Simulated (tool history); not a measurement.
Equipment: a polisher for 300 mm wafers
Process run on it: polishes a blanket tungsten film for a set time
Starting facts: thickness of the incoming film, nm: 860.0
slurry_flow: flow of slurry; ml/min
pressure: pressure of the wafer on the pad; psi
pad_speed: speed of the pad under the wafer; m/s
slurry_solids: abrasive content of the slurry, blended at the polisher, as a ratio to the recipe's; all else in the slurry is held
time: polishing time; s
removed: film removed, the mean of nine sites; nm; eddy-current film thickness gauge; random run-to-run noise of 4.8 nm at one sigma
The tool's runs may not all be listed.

Run 1, day 0.000: slurry_flow 135 ml/min, pressure 4.2 psi, pad_speed 1.12 m/s, slurry_solids 1.00, time 29 s. Result: removed 212.18 nm.
Run 2, day 0.308: slurry_flow 135 ml/min, pressure 4.6 psi, pad_speed 1.12 m/s, slurry_solids 1.00, time 29 s. Result: removed 223.25 nm.
Run 3, day 0.646: slurry_flow 135 ml/min, pressure 4.6 psi, pad_speed 1.12 m/s, slurry_solids 0.85, time 29 s. Result: removed 219.04 nm.
Run 4, day 0.888: slurry_flow 135 ml/min, pressure 3.6 psi, pad_speed 1.12 m/s, slurry_solids 0.85, time 29 s. Result: removed 168.81 nm.
Run 5, day 0.929: slurry_flow 135 ml/min, pressure 4.0 psi, pad_speed 1.14 m/s, slurry_solids 0.85, time 29 s. Result: removed 196.01 nm.
Run 6, day 1.183: slurry_flow 135 ml/min, pressure 3.0 psi, pad_speed 1.14 m/s, slurry_solids 0.85, time 29 s. Result: removed 146.58 nm.
Run 7, day 1.258: slurry_flow 135 ml/min, pressure 3.5 psi, pad_speed 1.14 m/s, slurry_solids 0.85, time 29 s. Result: removed 168.82 nm.
Run 8, day 1.354: slurry_flow 135 ml/min, pressure 4.0 psi, pad_speed 1.14 m/s, slurry_solids 0.85, time 29 s. Result: removed 193.07 nm.
Run 9, day 1.575: slurry_flow 135 ml/min, pressure 4.4 psi, pad_speed 1.14 m/s, slurry_solids 0.85, time 29 s. Result: removed 215.78 nm.

The next listed run, before its measurement:
Run 10, day 1.604: slurry_flow 150 ml/min, pressure 5.6 psi, pad_speed 1.20 m/s, slurry_solids 0.85, time 29 s. Result: removed ?.

removed: 286.43 nm

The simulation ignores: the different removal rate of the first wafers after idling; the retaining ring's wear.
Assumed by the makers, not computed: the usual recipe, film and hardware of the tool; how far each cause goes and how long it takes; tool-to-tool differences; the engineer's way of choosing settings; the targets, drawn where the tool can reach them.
